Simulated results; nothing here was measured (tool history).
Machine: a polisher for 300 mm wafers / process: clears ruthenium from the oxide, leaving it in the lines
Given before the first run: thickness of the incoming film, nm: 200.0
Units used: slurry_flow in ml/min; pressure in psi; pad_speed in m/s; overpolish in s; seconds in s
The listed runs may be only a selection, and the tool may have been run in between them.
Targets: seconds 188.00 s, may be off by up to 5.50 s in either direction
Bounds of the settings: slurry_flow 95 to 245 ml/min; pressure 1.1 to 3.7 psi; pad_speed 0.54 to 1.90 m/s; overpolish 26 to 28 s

run  hour  slurry_flow  pressure  pad_speed  overpolish  seconds
  1   0.0          155       2.4       1.22          26   141.64
  2   0.9          155       2.4       1.22          28   140.32
  3   9.8          155       2.8       1.22          28   127.96
  4  17.4          150       2.4       1.20          28   143.20
  5  22.0          150       2.1       1.20          28   154.30
  6  28.4          150       2.4       1.20          28   144.94
  7  36.9          140       2.2       1.20          28   152.35
  8  40.0          140       2.0       1.20          28   157.52
  9  42.9          140       1.8       1.20          28   172.63
 10  45.5          140       1.7       1.20          28   175.56
 11  51.4          140       1.6       1.20          28   180.46

Below are 5 possible settings for the next run. Only one of them brings all results inside the allowed miss of their targets. Which is it?
  A  57.3          140       1.6       1.20          26        ?
  B  57.3          145       1.4       1.42          28        ?
  C  57.3          135       1.6       1.34          28        ?
  D  57.3           95       2.1       1.08          28        ?
  E  57.3          150       1.8       1.02          28        ?

move  seconds
   A   181.61
   B   171.79
   C   169.49
   D   179.62
   E   187.91
A: nearer than the last run, and not there yet
B: the biggest miss grows against the last run
C: the biggest miss grows against the last run
D: the biggest miss grows against the last run
E: each result inside its tolerance
Answer: E
